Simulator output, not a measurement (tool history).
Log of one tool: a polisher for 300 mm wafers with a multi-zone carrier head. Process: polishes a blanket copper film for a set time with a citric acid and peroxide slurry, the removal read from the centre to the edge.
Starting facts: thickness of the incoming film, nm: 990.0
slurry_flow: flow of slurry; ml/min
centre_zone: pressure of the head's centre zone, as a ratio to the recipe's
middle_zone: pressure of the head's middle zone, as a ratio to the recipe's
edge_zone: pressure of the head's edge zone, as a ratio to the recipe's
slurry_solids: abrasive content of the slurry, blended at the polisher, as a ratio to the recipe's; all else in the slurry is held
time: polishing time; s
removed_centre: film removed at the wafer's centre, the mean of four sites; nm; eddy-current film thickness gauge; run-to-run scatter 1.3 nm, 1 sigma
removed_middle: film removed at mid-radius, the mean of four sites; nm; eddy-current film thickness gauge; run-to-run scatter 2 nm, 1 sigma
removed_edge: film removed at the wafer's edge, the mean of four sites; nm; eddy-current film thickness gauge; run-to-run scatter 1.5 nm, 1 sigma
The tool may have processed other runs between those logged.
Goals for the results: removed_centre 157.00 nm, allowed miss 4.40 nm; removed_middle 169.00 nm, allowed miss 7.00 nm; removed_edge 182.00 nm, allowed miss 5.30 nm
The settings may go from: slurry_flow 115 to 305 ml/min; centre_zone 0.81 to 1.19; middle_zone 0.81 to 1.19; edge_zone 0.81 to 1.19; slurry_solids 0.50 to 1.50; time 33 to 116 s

run 1 day=0.000 | slurry_flow=195 centre_zone=1.00 middle_zone=1.00 edge_zone=1.00 slurry_solids=1.00 time=74 | removed_centre=197.36 removed_middle=178.54 removed_edge=181.24
run 2 day=0.283 | slurry_flow=190 centre_zone=0.98 middle_zone=1.00 edge_zone=1.01 slurry_solids=1.00 time=74 | removed_centre=192.41 removed_middle=178.12 removed_edge=177.68
run 3 day=0.479 | slurry_flow=180 centre_zone=0.96 middle_zone=0.99 edge_zone=1.03 slurry_solids=1.00 time=74 | removed_centre=188.12 removed_middle=174.04 removed_edge=181.12
run 4 day=0.717 | slurry_flow=180 centre_zone=0.96 middle_zone=0.99 edge_zone=1.11 slurry_solids=1.00 time=74 | removed_centre=188.63 removed_middle=175.53 removed_edge=186.75
run 5 day=0.879 | slurry_flow=180 centre_zone=0.89 middle_zone=0.99 edge_zone=1.11 slurry_solids=1.00 time=74 | removed_centre=175.32 removed_middle=175.53 removed_edge=186.80
run 6 day=1.017 | slurry_flow=175 centre_zone=0.88 middle_zone=0.99 edge_zone=1.11 slurry_solids=1.00 time=74 | removed_centre=175.68 removed_middle=174.27 removed_edge=184.46
run 7 day=1.125 | slurry_flow=155 centre_zone=0.81 middle_zone=1.02 edge_zone=1.19 slurry_solids=0.85 time=73 | removed_centre=151.72 removed_middle=170.06 removed_edge=186.08
-- day=1.417 centre zone pressure recalibrated
run 8 day=1.417 | slurry_flow=155 centre_zone=0.81 middle_zone=1.02 edge_zone=1.18 slurry_solids=0.85 time=73 | removed_centre=136.86 removed_middle=168.16 removed_edge=180.25
run 9 day=1.462 | slurry_flow=165 centre_zone=0.82 middle_zone=1.01 edge_zone=1.17 slurry_solids=0.85 time=73 | removed_centre=139.85 removed_middle=165.92 removed_edge=185.03
run 10 day=1.575 | slurry_flow=160 centre_zone=0.83 middle_zone=1.01 edge_zone=1.17 slurry_solids=0.85 time=73 | removed_centre=141.24 removed_middle=164.75 removed_edge=180.87
run 11 day=1.667 | slurry_flow=165 centre_zone=0.84 middle_zone=1.01 edge_zone=1.17 slurry_solids=0.85 time=73 | removed_centre=144.36 removed_middle=168.86 removed_edge=183.65

Exactly one of the 5 candidate moves below puts every result within its allowed miss. Which one?
run A day=1.758 | slurry_flow=180 centre_zone=0.85 middle_zone=1.01 edge_zone=1.12 slurry_solids=0.50 time=78 | removed_centre=? removed_middle=? removed_edge=?
run B day=1.758 | slurry_flow=185 centre_zone=0.84 middle_zone=0.99 edge_zone=1.15 slurry_solids=0.80 time=75 | removed_centre=? removed_middle=? removed_edge=?
run C day=1.758 | slurry_flow=205 centre_zone=0.81 middle_zone=0.99 edge_zone=1.19 slurry_solids=0.80 time=71 | removed_centre=? removed_middle=? removed_edge=?
run D day=1.758 | slurry_flow=135 centre_zone=0.86 middle_zone=1.01 edge_zone=1.19 slurry_solids=0.80 time=76 | removed_centre=? removed_middle=? removed_edge=?
run E day=1.758 | slurry_flow=125 centre_zone=0.91 middle_zone=0.99 edge_zone=1.11 slurry_solids=1.50 time=69 | removed_centre=? removed_middle=? removed_edge=?

move=A removed_centre=142.45 removed_middle=167.60 removed_edge=178.36
move=B removed_centre=146.74 removed_middle=171.56 removed_edge=188.11
move=C removed_centre=136.11 removed_middle=164.29 removed_edge=182.81
move=D removed_centre=145.52 removed_middle=170.10 removed_edge=188.65
move=E removed_centre=154.79 removed_middle=169.15 removed_edge=184.65
A: misses by more than the last run did
B: an improvement on the last run, though not all results are within tolerance
C: misses by more than the last run did
D: an improvement on the last run, though not all results are within tolerance
E: all results land within tolerance of their targets
Answer: E

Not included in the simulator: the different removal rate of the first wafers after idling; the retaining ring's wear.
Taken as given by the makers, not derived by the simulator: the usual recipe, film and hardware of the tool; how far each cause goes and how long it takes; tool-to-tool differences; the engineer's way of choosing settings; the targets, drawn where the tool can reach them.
